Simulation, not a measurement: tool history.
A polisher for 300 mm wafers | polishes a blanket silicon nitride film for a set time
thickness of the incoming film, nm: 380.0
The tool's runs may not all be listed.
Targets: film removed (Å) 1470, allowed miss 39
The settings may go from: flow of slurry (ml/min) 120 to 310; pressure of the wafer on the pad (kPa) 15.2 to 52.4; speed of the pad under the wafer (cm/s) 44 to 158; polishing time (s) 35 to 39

| run | hour | flow of slurry (ml/min) | pressure of the wafer on the pad (kPa) | speed of the pad under the wafer (cm/s) | polishing time (s) | film removed (Å) |
|---|---|---|---|---|---|---|
| 1 | 0 | 200 | 33.8 | 100 | 39 | 1074.7 |
| 2 | 6.6 | 200 | 33.8 | 80 | 39 | 929.7 |
| 3 | 12.6 | 205 | 35.9 | 80 | 39 | 984.24 |
| 4 | 13.1 | 205 | 35.9 | 56 | 39 | 775.25 |
| 5 | 21.3 | 210 | 37.9 | 58 | 39 | 848.1 |
| 6 | 28.8 | 210 | 29.6 | 58 | 39 | 671.77 |
| 7 | 34.8 | 215 | 32.4 | 60 | 39 | 743.52 |
| 8 | 42.4 | 220 | 35.2 | 62 | 39 | 836.46 |
| 9 | 49.9 | 230 | 37.2 | 62 | 39 | 890.38 |
| 10 | 55.7 | 235 | 39.3 | 62 | 39 | 927.47 |
| 11 | 61.7 | 235 | 40.7 | 64 | 39 | 979.47 |
| 12 | 67.2 | 240 | 42.1 | 66 | 39 | 1030.9 |
| 13 | 72.6 | 240 | 43.4 | 68 | 39 | 1088.9 |
| 14 | 79.2 | 240 | 43.4 | 68 | 39 | 1082.2 |
| 15 | 84 | 240 | 44.8 | 68 | 39 | 1125.3 |
| 16 | 84.8 | 245 | 45.5 | 68 | 39 | 1139.5 |
| 17 | 93.7 | 245 | 46.2 | 70 | 39 | 1177.3 |
| 18 | 100.7 | 265 | 52.4 | 74 | 39 | 1399.3 |

5 next moves are on the table. One of them brings every result within its allowed miss. Which?
| A | 107.7 | 280 | 50.3 | 80 | 35 | ? |
| B | 107.7 | 255 | 50.3 | 90 | 35 | ? |
| C | 107.7 | 270 | 52.4 | 64 | 39 | ? |
| D | 107.7 | 285 | 52.4 | 78 | 39 | ? |
| E | 107.7 | 290 | 52.4 | 68 | 39 | ? |

| move | film removed (Å) |
|---|---|
| A | 1287.5 |
| B | 1383 |
| C | 1282.7 |
| D | 1469.4 |
| E | 1343.2 |
A: further off than the last run
B: further off than the last run
C: further off than the last run
D: meets every target
E: further off than the last run
Answer: D
